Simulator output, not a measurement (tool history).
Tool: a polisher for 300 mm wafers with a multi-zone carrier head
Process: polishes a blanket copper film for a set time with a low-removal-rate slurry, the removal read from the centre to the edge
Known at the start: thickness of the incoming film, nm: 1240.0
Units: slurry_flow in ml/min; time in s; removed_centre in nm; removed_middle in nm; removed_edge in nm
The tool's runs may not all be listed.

Run 1, hour 0: slurry_flow 220 ml/min, centre_zone 1, middle_zone 1, edge_zone 1, slurry_solids 1, time 87 s. Result: removed_centre 232.87 nm, removed_middle 235.31 nm, removed_edge 244.25 nm.
Run 2, hour 1.4: slurry_flow 210 ml/min, centre_zone 0.96, middle_zone 1.02, edge_zone 0.97, slurry_solids 0.95, time 87 s. Result: removed_centre 217.17 nm, removed_middle 231.54 nm, removed_edge 231.6 nm.
Run 3, hour 5.8: slurry_flow 210 ml/min, centre_zone 0.96, middle_zone 0.96, edge_zone 0.97, slurry_solids 0.95, time 87 s. Result: removed_centre 215.87 nm, removed_middle 225.51 nm, removed_edge 232.31 nm.
Run 4, hour 11.3: slurry_flow 205 ml/min, centre_zone 0.93, middle_zone 0.99, edge_zone 0.95, slurry_solids 0.95, time 87 s. Result: removed_centre 209.87 nm, removed_middle 231.82 nm, removed_edge 230.81 nm.
Run 5, hour 13.1: slurry_flow 200 ml/min, centre_zone 0.91, middle_zone 1, edge_zone 0.94, slurry_solids 0.95, time 87 s. Result: removed_centre 202.05 nm, removed_middle 226.67 nm, removed_edge 230.29 nm.
Run 6, hour 16.8: slurry_flow 200 ml/min, centre_zone 0.91, middle_zone 1, edge_zone 0.94, slurry_solids 0.95, time 94 s. Result: removed_centre 222.11 nm, removed_middle 246.16 nm, removed_edge 249.97 nm.

The next listed run, before its measurement:
Run 7, hour 17.5: slurry_flow 195 ml/min, centre_zone 0.89, middle_zone 1.01, edge_zone 0.91, slurry_solids 0.9, time 94 s. Result: removed_centre ?, removed_middle ?, removed_edge ?.

removed_centre: 214.98 nm
removed_middle: 245.15 nm
removed_edge: 236.16 nm
